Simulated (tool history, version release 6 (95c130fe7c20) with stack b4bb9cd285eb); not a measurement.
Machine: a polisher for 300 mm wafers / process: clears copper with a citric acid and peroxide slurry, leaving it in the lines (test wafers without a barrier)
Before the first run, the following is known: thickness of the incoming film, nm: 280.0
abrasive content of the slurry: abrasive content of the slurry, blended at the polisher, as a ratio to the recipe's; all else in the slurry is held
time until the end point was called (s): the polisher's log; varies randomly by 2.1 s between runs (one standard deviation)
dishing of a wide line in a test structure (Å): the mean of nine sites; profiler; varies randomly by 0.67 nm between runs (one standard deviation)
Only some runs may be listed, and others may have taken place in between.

run	hour	flow of slurry (ml/min)	pressure of the wafer on the pad (kPa)	speed of the pad under the wafer (m/s)	abrasive content of the slurry	overpolish time after the end point (s)	time until the end point was called (s)	dishing of a wide line in a test structure (Å)
1	0.0	270	26.2	1.02	1.00	17	114.79	297.23
2	7.5	270	24.8	1.02	1.00	18	119.99	309.33
3	15.9	270	23.4	1.02	1.00	19	127.54	291.46
4	18.4	270	23.4	1.02	1.15	19	125.74	305.53
5	20.6	270	22.1	1.02	1.15	20	130.27	321.92
6	24.7	270	22.1	1.02	1.00	20	132.35	301.15
7	30.1	270	20.7	1.02	1.00	21	141.02	298.03

The next listed run, before its measurement:
8	34.8	270	20.0	1.02	1.00	21	?	?

Run 8 produced time until the end point was called (s) 144.68, dishing of a wide line in a test structure (Å) 290.72.

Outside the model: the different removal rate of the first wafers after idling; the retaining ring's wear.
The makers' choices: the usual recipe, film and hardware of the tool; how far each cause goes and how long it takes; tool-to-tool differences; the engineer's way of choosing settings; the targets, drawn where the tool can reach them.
